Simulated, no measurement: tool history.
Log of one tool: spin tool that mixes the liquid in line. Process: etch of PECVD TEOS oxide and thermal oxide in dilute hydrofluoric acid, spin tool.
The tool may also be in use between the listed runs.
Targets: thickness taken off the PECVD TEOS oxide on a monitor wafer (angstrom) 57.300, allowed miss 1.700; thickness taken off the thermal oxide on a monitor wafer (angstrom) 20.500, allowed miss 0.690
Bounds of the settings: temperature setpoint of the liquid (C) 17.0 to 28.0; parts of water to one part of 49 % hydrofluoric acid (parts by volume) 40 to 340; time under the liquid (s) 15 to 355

| run | hour | temperature setpoint of the liquid (C) | parts of water to one part of 49 % hydrofluoric acid (parts by volume) | time under the liquid (s) | thickness taken off the PECVD TEOS oxide on a monitor wafer (angstrom) | thickness taken off the thermal oxide on a monitor wafer (angstrom) |
|---|---|---|---|---|---|---|
| 1 | 0.0 | 20.0 | 190 | 180 | 93.458 | 32.547 |
| 2 | 1.0 | 19.5 | 200 | 180 | 85.906 | 30.391 |
| 3 | 5.1 | 19.0 | 210 | 180 | 78.770 | 28.002 |
| 4 | 10.7 | 19.0 | 215 | 180 | 76.138 | 27.439 |
| 5 | 12.2 | 19.0 | 220 | 180 | 73.948 | 26.247 |
| 6 | 17.6 | 17.0 | 220 | 180 | 66.976 | 24.313 |
| 7 | 22.1 | 17.0 | 225 | 180 | 68.089 | 23.658 |
| 8 | 29.5 | 17.0 | 230 | 180 | 65.053 | 23.222 |
| 9 | 31.3 | 17.0 | 235 | 180 | 62.621 | 22.607 |
| 10 | 33.8 | 17.0 | 245 | 180 | 60.217 | 21.843 |

5 next moves are on the table. One of them brings every result within its allowed miss. Which?
| A | 36.3 | 18.0 | 240 | 170 | ? | ? |
| B | 36.3 | 19.5 | 280 | 210 | ? | ? |
| C | 36.3 | 18.0 | 275 | 180 | ? | ? |
| D | 36.3 | 21.0 | 275 | 170 | ? | ? |
| E | 36.3 | 19.5 | 250 | 185 | ? | ? |

| move | thickness taken off the PECVD TEOS oxide on a monitor wafer (angstrom) | thickness taken off the thermal oxide on a monitor wafer (angstrom) |
|---|---|---|
| A | 60.957 | 21.489 |
| B | 65.902 | 23.232 |
| C | 54.609 | 19.251 |
| D | 57.669 | 20.330 |
| E | 66.824 | 23.557 |
A: further off than the last run
B: further off than the last run
C: takes the result that was furthest off past its target
D: meets every target
E: further off than the last run
The right move is D.
